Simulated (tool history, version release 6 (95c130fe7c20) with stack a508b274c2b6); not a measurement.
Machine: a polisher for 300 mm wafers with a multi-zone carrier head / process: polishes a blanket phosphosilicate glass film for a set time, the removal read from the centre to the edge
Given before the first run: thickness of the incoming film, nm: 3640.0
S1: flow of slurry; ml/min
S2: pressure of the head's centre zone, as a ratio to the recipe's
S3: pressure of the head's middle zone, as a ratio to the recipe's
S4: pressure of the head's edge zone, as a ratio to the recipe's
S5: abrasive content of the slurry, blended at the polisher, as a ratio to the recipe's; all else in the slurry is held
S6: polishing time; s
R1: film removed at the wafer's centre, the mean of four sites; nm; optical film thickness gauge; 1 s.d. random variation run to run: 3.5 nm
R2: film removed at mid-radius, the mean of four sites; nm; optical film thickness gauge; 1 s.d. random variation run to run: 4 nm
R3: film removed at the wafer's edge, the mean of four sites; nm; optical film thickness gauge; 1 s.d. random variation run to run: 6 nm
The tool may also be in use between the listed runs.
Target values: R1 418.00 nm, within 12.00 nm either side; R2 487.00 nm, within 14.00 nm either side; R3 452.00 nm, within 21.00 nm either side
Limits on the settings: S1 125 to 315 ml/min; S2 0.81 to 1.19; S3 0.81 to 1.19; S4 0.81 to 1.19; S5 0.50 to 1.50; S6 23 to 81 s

run 1 hour=0.0 | S1=205 S2=1.00 S3=1.00 S4=1.00 S5=1.00 S6=52 | R1=414.82 R2=420.45 R3=433.26
run 2 hour=2.8 | S1=205 S2=1.00 S3=1.00 S4=1.00 S5=1.00 S6=40 | R1=319.41 R2=326.82 R3=335.48
run 3 hour=9.4 | S1=205 S2=1.00 S3=0.93 S4=1.00 S5=1.00 S6=40 | R1=321.92 R2=304.35 R3=330.34
run 4 hour=16.3 | S1=215 S2=1.01 S3=0.97 S4=1.02 S5=1.05 S6=40 | R1=335.52 R2=324.73 R3=351.55
run 5 hour=18.6 | S1=220 S2=1.01 S3=1.01 S4=1.02 S5=1.10 S6=40 | R1=343.33 R2=342.49 R3=362.60
run 6 hour=20.6 | S1=220 S2=1.01 S3=1.01 S4=0.98 S5=1.10 S6=40 | R1=340.02 R2=338.34 R3=350.67
run 7 hour=28.0 | S1=210 S2=1.01 S3=1.04 S4=0.97 S5=1.15 S6=41 | R1=358.76 R2=360.58 R3=360.87
run 8 hour=28.6 | S1=210 S2=1.00 S3=1.06 S4=0.97 S5=1.20 S6=41 | R1=358.14 R2=377.89 R3=362.98
run 9 hour=37.1 | S1=255 S2=1.02 S3=1.16 S4=1.07 S5=1.45 S6=42 | R1=410.16 R2=451.68 R3=425.84

Next run, 5 choices. One meets every target within its allowed miss, the rest don't. Which?
run A hour=45.6 | S1=250 S2=1.14 S3=1.14 S4=1.07 S5=1.35 S6=42 | R1=? R2=? R3=?
run B hour=45.6 | S1=310 S2=0.99 S3=1.19 S4=1.10 S5=1.45 S6=43 | R1=? R2=? R3=?
run C hour=45.6 | S1=255 S2=1.01 S3=0.98 S4=1.07 S5=1.50 S6=43 | R1=? R2=? R3=?
run D hour=45.6 | S1=225 S2=1.03 S3=1.09 S4=1.12 S5=1.50 S6=41 | R1=? R2=? R3=?
run E hour=45.6 | S1=290 S2=0.96 S3=0.97 S4=1.16 S5=1.30 S6=45 | R1=? R2=? R3=?

move=A R1=438.36 R2=432.51 R3=408.41
move=B R1=408.45 R2=481.26 R3=441.31
move=C R1=412.84 R2=405.21 R3=435.64
move=D R1=396.20 R2=417.47 R3=420.41
move=E R1=395.16 R2=404.29 R3=455.49
A: further off than the last run
B: every result lands within tolerance
C: further off than the last run
D: further off than the last run
E: further off than the last run
B meets every target.

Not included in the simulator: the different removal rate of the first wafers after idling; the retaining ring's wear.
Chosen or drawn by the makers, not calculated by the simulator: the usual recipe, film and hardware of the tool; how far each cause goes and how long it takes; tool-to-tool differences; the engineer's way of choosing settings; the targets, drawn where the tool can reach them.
